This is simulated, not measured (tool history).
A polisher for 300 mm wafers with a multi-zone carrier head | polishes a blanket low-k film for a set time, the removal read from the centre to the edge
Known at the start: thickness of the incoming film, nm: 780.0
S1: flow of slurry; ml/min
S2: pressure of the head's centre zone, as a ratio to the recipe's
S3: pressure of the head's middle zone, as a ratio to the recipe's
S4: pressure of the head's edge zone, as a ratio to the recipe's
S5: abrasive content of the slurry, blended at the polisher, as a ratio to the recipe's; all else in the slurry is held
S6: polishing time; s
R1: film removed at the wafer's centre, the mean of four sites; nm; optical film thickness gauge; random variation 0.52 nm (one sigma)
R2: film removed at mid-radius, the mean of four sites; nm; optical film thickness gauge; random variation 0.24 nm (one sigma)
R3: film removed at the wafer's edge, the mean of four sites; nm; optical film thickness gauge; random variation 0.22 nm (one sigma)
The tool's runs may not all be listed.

Run 1, day 0: S1 195 ml/min, S2 1, S3 1, S4 1, S5 1, S6 82 s. Result: R1 26.583 nm, R2 25.64 nm, R3 26.66 nm.
Run 2, day 0.179: S1 210 ml/min, S2 1.03, S3 1.01, S4 1.04, S5 1.05, S6 82 s. Result: R1 27.43 nm, R2 26.472 nm, R3 27.384 nm.
Run 3, day 0.217: S1 180 ml/min, S2 1.03, S3 1.01, S4 1.04, S5 1.05, S6 82 s. Result: R1 27.768 nm, R2 25.939 nm, R3 27.348 nm.
Run 4, day 0.367: S1 180 ml/min, S2 1.03, S3 1.07, S4 1.04, S5 1.05, S6 82 s. Result: R1 26.633 nm, R2 27.234 nm, R3 27.531 nm.
Run 5, day 0.392: S1 180 ml/min, S2 1.03, S3 1.07, S4 1.04, S5 0.9, S6 82 s. Result: R1 25.484 nm, R2 25.508 nm, R3 25.548 nm.
Run 6, day 0.633: S1 175 ml/min, S2 1.06, S3 1.06, S4 1.05, S5 1.05, S6 82 s. Result: R1 28.136 nm, R2 26.893 nm, R3 27.121 nm.
Run 7, day 0.671: S1 175 ml/min, S2 1.07, S3 1.05, S4 1.07, S5 1.15, S6 82 s. Result: R1 29.265 nm, R2 27.674 nm, R3 28.015 nm.
Run 8, day 0.904: S1 175 ml/min, S2 1.07, S3 1.03, S4 1.08, S5 1.25, S6 83 s. Result: R1 30.352 nm, R2 28.215 nm, R3 29.394 nm.
Run 9, day 1.054: S1 185 ml/min, S2 1.08, S3 1.02, S4 1.1, S5 1.3, S6 83 s. Result: R1 30.287 nm, R2 28.875 nm, R3 30.333 nm.
Run 10, day 1.188: S1 190 ml/min, S2 1.1, S3 1.01, S4 1.11, S5 1.35, S6 83 s. Result: R1 31.847 nm, R2 28.543 nm, R3 30.741 nm.

The next listed run, before its measurement:
Run 11, day 1.454: S1 195 ml/min, S2 1.11, S3 1.02, S4 1.12, S5 1.4, S6 83 s. Result: R1 ?, R2 ?, R3 ?.

Run 11 gave R1 32.71 nm, R2 29.402 nm, R3 31.737 nm.
